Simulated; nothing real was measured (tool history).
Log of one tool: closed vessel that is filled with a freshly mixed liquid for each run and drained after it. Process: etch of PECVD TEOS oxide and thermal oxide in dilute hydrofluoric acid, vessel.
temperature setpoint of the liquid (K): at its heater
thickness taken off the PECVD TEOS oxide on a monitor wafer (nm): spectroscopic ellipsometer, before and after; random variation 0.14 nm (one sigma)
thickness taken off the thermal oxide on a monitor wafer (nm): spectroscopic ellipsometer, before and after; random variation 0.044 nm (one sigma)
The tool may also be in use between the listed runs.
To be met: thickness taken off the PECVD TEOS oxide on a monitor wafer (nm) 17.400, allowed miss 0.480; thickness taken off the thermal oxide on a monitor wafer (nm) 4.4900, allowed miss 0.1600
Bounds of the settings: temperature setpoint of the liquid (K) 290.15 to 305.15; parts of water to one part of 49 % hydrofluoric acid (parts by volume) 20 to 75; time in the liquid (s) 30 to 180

run,hour,temperature setpoint of the liquid (K),parts of water to one part of 49 % hydrofluoric acid (parts by volume),time in the liquid (s),thickness taken off the PECVD TEOS oxide on a monitor wafer (nm),thickness taken off the thermal oxide on a monitor wafer (nm)
1,0.0,297.15,45,90,41.334,10.5290
2,7.2,294.15,45,90,36.364,9.3087
3,10.5,293.65,50,90,31.860,8.0732
4,12.3,293.65,50,70,24.936,6.3656
5,16.3,293.15,50,70,24.186,6.2811
6,17.8,291.15,50,70,22.037,5.6503
7,23.2,291.15,50,70,22.196,5.7752
8,28.6,290.65,55,70,19.419,5.0614

5 next moves are on the table. One of them brings every result within its allowed miss. Which?
A,34.0,290.15,65,95,?,?
B,34.0,293.65,60,60,?,?
C,34.0,297.15,35,35,?,?
D,34.0,290.15,55,60,?,?
E,34.0,295.15,55,55,?,?

move,thickness taken off the PECVD TEOS oxide on a monitor wafer (nm),thickness taken off the thermal oxide on a monitor wafer (nm)
A,21.864,5.7267
B,17.461,4.5735
C,20.867,5.4655
D,16.501,4.3219
E,18.707,4.8997
A: further off than the last run
B: meets every target
C: further off than the last run
D: takes the result that was furthest off past its target
E: nearer than the last run, and not there yet
Move B is the one to make.

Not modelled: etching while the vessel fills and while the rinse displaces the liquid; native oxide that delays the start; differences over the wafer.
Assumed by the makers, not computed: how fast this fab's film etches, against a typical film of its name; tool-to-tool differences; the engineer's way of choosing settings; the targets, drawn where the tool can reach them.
